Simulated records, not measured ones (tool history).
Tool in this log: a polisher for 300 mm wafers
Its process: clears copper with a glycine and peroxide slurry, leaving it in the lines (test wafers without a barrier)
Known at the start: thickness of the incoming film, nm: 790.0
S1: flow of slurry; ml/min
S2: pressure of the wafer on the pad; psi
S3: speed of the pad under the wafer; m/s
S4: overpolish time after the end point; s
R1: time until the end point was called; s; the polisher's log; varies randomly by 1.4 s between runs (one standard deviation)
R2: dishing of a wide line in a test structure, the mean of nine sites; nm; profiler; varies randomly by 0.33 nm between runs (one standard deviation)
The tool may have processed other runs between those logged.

Run 1, hour 0: S1 165 ml/min, S2 3.2 psi, S3 0.9 m/s, S4 29 s. Result: R1 140.72 s, R2 30.551 nm.
Run 2, hour 2.2: S1 145 ml/min, S2 3.1 psi, S3 0.96 m/s, S4 23 s. Result: R1 141.47 s, R2 30.131 nm.
Run 3, hour 5.1: S1 145 ml/min, S2 3.1 psi, S3 0.96 m/s, S4 31 s. Result: R1 140.68 s, R2 31.167 nm.
Run 4, hour 9.4: S1 180 ml/min, S2 3 psi, S3 0.94 m/s, S4 24 s. Result: R1 142.92 s, R2 29.546 nm.
Run 5, hour 18: S1 210 ml/min, S2 3 psi, S3 0.94 m/s, S4 24 s. Result: R1 137.53 s, R2 29.078 nm.
Run 6, hour 21: S1 225 ml/min, S2 2.8 psi, S3 0.98 m/s, S4 19 s. Result: R1 139.65 s, R2 29.027 nm.

Run 7 comes next. What will it give?
At hour 27.7: head pressure recalibrated.
Run 7, hour 27.7: S1 235 ml/min, S2 2.9 psi, S3 0.92 m/s, S4 16 s. Result: R1 ?, R2 ?.

{"run 7": {"R1": 149.43, "R2": 27.636}}

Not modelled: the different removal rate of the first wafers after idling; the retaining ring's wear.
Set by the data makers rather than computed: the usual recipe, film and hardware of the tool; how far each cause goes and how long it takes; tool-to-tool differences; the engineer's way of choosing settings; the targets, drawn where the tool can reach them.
